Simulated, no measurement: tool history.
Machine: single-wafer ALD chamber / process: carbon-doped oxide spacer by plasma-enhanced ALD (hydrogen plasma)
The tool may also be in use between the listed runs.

run,hour,heater temperature setpoint (°C),number of ALD cycles (cycles),mean film thickness on the monitor wafer (nm)
1,0,390,253,14.222
2,3.7,390,274,15.467
3,10,390,261,14.643
4,18.1,390,250,14.161
5,21.9,390,239,13.456
6,23,390,232,13.051

Expected results for the next run?
7,28,390,226,?

{"run 7": {"mean film thickness on the monitor wafer (nm)": 12.752}}
